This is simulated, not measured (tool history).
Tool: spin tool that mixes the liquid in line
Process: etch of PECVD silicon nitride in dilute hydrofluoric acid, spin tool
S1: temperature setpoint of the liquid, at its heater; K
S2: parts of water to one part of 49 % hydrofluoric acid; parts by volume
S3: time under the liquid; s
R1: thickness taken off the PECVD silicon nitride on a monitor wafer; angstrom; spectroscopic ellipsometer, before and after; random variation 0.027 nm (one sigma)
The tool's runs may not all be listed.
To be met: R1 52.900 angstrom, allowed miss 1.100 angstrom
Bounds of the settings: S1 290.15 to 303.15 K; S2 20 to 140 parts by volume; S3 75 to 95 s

{"run": 1, "hour": 0.0, "S1": 295.15, "S2": 75, "S3": 95, "R1": 29.033}
{"run": 2, "hour": 8.9, "S1": 297.15, "S2": 75, "S3": 95, "R1": 33.085}
{"run": 3, "hour": 10.9, "S1": 297.15, "S2": 75, "S3": 75, "R1": 26.299}
{"run": 4, "hour": 13.7, "S1": 298.65, "S2": 65, "S3": 75, "R1": 33.207}
{"run": 5, "hour": 17.8, "S1": 298.65, "S2": 80, "S3": 75, "R1": 27.051}
{"run": 6, "hour": 22.6, "S1": 298.65, "S2": 55, "S3": 75, "R1": 39.647}
{"run": 7, "hour": 29.4, "S1": 299.65, "S2": 55, "S3": 75, "R1": 42.025}
{"run": 8, "hour": 37.9, "S1": 299.65, "S2": 55, "S3": 75, "R1": 41.989}

4 next moves are on the table. One of them brings every result within its allowed miss. Which?
{"run": "A", "hour": 46.4, "S1": 300.15, "S2": 75, "S3": 75, "R1": "?"}
{"run": "B", "hour": 46.4, "S1": 302.15, "S2": 45, "S3": 75, "R1": "?"}
{"run": "C", "hour": 46.4, "S1": 294.65, "S2": 55, "S3": 80, "R1": "?"}
{"run": "D", "hour": 46.4, "S1": 299.15, "S2": 45, "S3": 80, "R1": "?"}

move=A R1=31.909
move=B R1=60.236
move=C R1=31.970
move=D R1=52.729
A: further off than the last run
B: takes the result that was furthest off past its target
C: further off than the last run
D: meets every target
The right move is D.
